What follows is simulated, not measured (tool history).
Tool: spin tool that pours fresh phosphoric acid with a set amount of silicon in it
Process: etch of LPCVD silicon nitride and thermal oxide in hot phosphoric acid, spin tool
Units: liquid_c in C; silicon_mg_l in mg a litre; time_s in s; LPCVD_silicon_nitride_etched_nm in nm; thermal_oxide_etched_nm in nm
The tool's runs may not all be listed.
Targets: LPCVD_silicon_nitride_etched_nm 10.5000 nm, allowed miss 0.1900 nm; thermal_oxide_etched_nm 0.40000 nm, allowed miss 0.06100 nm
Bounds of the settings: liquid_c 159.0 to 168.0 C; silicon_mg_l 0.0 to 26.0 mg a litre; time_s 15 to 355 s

| run | hour | liquid_c | silicon_mg_l | time_s | LPCVD_silicon_nitride_etched_nm | thermal_oxide_etched_nm |
|---|---|---|---|---|---|---|
| 1 | 0.0 | 164.0 | 11.5 | 180 | 17.0450 | 0.47875 |
| 2 | 3.9 | 163.5 | 9.0 | 165 | 15.3680 | 0.42115 |
| 3 | 12.7 | 162.0 | 9.0 | 165 | 14.7290 | 0.39928 |
| 4 | 16.0 | 162.0 | 12.5 | 165 | 14.6340 | 0.36500 |
| 5 | 20.5 | 162.0 | 15.0 | 165 | 14.5220 | 0.36316 |
| 6 | 24.2 | 162.5 | 11.5 | 150 | 13.3770 | 0.33910 |
| 7 | 28.7 | 162.5 | 11.5 | 150 | 13.6010 | 0.33151 |
| 8 | 31.0 | 163.5 | 4.5 | 90 | 8.4512 | 0.25307 |
| 9 | 37.5 | 164.5 | 3.5 | 95 | 9.1823 | 0.31882 |
| 10 | 46.4 | 165.0 | 4.5 | 95 | 9.3325 | 0.32258 |

4 next moves are on the table. One of them brings every result within its allowed miss. Which?
| A | 55.3 | 164.0 | 10.0 | 110 | ? | ? |
| B | 55.3 | 165.5 | 0.0 | 105 | ? | ? |
| C | 55.3 | 161.5 | 11.0 | 115 | ? | ? |
| D | 55.3 | 164.0 | 7.0 | 105 | ? | ? |

| move | LPCVD_silicon_nitride_etched_nm | thermal_oxide_etched_nm |
|---|---|---|
| A | 10.4570 | 0.30085 |
| B | 10.4860 | 0.39132 |
| C | 10.0630 | 0.25613 |
| D | 9.9821 | 0.30632 |
A: brings the result that was furthest off to its target, and leaves another outside
B: meets every target
C: nearer than the last run, and not there yet
D: nearer than the last run, and not there yet
The right move is B.
